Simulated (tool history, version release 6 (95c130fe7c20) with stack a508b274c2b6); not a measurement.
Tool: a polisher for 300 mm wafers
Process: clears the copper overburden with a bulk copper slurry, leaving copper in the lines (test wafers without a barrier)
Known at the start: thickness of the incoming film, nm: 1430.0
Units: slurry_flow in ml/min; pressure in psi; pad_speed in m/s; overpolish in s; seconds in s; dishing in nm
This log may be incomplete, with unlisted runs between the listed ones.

| run | hour | slurry_flow | pressure | pad_speed | slurry_solids | overpolish | seconds | dishing |
|---|---|---|---|---|---|---|---|---|
| 1 | 0 | 180 | 2.7 | 1.3 | 1 | 8 | 124.76 | 51.65 |
| 2 | 7.7 | 180 | 3 | 1.3 | 1 | 9 | 114.88 | 58.572 |
| 3 | 12.3 | 155 | 3 | 1.3 | 1 | 9 | 113.27 | 56.87 |
| 4 | 20.6 | 155 | 3 | 1.3 | 0.85 | 9 | 119.42 | 56.463 |
| 5 | 24.1 | 160 | 3.3 | 1.34 | 0.85 | 10 | 106.19 | 64.538 |
| 6 | 25.7 | 160 | 3.5 | 1.38 | 0.85 | 11 | 102.07 | 71.615 |
|  | 31.3 | slurry blender recalibrated |
| 7 | 31.3 | 160 | 3.6 | 1.44 | 0.85 | 12 | 92.008 | 81.958 |

What will run 8 give?
| 8 | 36.2 | 160 | 3.7 | 1.44 | 0.85 | 12 | ? | ? |

seconds: 87.955 s
dishing: 83.701 nm
